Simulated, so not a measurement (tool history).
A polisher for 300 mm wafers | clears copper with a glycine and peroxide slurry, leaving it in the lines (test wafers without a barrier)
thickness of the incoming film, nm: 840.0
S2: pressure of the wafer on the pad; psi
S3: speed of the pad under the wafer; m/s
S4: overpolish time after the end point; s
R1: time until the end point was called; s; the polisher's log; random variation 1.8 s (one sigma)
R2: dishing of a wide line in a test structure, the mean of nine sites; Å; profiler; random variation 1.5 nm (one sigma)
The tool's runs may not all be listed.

run 1 hour=0 | flow_of_slurry_(ml/min)=285 S2=3.5 S3=0.82 S4=27 | R1=174.81 R2=747.28
run 2 hour=5.8 | flow_of_slurry_(ml/min)=325 S2=3.5 S3=0.82 S4=27 | R1=173.26 R2=744.79
run 3 hour=10.4 | flow_of_slurry_(ml/min)=260 S2=3.5 S3=0.82 S4=27 | R1=183.06 R2=719.32
run 4 hour=15.2 | flow_of_slurry_(ml/min)=280 S2=4 S3=0.84 S4=25 | R1=155.58 R2=776.95
run 5 hour=23.3 | flow_of_slurry_(ml/min)=215 S2=4 S3=0.84 S4=25 | R1=161.24 R2=718.51
run 6 hour=25 | flow_of_slurry_(ml/min)=215 S2=3.7 S3=0.84 S4=25 | R1=172.53 R2=713.99

Run 7 comes next. What will it give?
run 7 hour=26.2 | flow_of_slurry_(ml/min)=220 S2=4.7 S3=0.9 S4=24 | R1=? R2=?

Run 7 gave R1 136.85 s, R2 864.47 Å.

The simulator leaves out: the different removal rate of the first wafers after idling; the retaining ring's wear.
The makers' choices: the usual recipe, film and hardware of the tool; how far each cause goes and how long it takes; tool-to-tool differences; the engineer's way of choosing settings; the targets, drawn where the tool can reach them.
